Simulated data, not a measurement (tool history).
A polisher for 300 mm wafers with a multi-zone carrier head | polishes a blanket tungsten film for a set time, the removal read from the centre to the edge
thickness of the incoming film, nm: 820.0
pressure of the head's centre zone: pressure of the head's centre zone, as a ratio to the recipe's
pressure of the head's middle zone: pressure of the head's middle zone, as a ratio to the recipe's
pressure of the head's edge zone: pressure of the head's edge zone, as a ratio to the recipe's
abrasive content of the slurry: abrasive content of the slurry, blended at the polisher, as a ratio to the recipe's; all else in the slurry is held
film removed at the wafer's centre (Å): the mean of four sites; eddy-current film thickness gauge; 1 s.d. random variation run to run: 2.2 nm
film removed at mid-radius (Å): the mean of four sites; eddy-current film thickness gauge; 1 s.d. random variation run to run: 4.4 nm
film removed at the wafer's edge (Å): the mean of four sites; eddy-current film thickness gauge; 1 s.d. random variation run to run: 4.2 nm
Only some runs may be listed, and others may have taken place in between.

run	day	flow of slurry (ml/min)	pressure of the head's centre zone	pressure of the head's middle zone	pressure of the head's edge zone	abrasive content of the slurry	polishing time (s)	film removed at the wafer's centre (Å)	film removed at mid-radius (Å)	film removed at the wafer's edge (Å)
1	0	280	1	1	1	1	64	2793.8	2898.5	2880.1
2	0.2	290	1.05	1	1.02	1.05	64	2973.1	2949.1	3052.9
3	0.229	290	1.05	1	1.02	1.05	51	2405.4	2385.6	2379.6
4	0.579	290	1.05	1	1.02	1.05	58	2679	2702.3	2698
5	0.683	300	1.09	0.98	1	1.15	59	2901.4	2753	2763.4
6	0.95	305	1.12	0.97	1.01	1.25	60	3112.7	2915.6	2947.9
7	1.054	315	1.14	0.96	1.01	1.3	61	3286.4	2942.1	3055.8
8	1.325	325	1.15	0.96	1.01	1.3	61	3301.9	2902.3	3091
9	1.654	325	1.16	0.96	1	1.35	61	3387.8	2943	3096
10	1.908	325	1.17	0.97	1	1.35	61	3389.5	2976.6	3117.7

Forecast run 11:
11	2.054	325	1.18	0.97	0.99	1.4	61	?	?	?

{"run 11": {"film removed at the wafer's centre (Å)": 3466.5, "film removed at mid-radius (Å)": 3038.8, "film removed at the wafer's edge (Å)": 3125.6}}
